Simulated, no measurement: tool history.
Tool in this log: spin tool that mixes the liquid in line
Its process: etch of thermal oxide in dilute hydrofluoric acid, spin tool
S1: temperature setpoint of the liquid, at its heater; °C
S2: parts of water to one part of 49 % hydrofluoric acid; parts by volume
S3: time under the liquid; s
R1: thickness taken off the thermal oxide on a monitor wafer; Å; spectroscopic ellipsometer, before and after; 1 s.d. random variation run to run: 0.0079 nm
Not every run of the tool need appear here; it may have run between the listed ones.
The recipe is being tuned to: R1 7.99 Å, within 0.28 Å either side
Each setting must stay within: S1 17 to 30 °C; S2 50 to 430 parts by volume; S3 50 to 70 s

run,hour,S1,S2,S3,R1
1,0,22,240,70,9.4731
2,7.9,21.5,240,70,9.4101
3,10.3,23,240,70,9.8369
4,12.3,22,240,70,9.5345
5,20.1,22,240,70,9.3538
6,20.9,21.5,240,70,9.3495
7,21.8,21,240,70,9.3317
8,23.5,20.5,245,70,8.7918
9,25.7,20,245,70,8.5159
10,32.4,19,245,70,8.4274
11,35.9,17.5,250,70,7.6556

Exercise: of the 4 proposed moves below, exactly one satisfies all targets within the stated allowed misses. Which move is it?
A,39.4,21.5,260,70,?
B,39.4,20,250,70,?
C,39.4,17,240,70,?
D,39.4,19,270,70,?

move,R1
A,8.5491
B,8.4819
C,7.9354
D,7.4269
A: the result that was furthest off in the last run now lies on the other side of its target
B: the result that was furthest off in the last run now lies on the other side of its target
C: all results in spec
D: moves away from the targets compared with the last run
The move that meets every target is C.
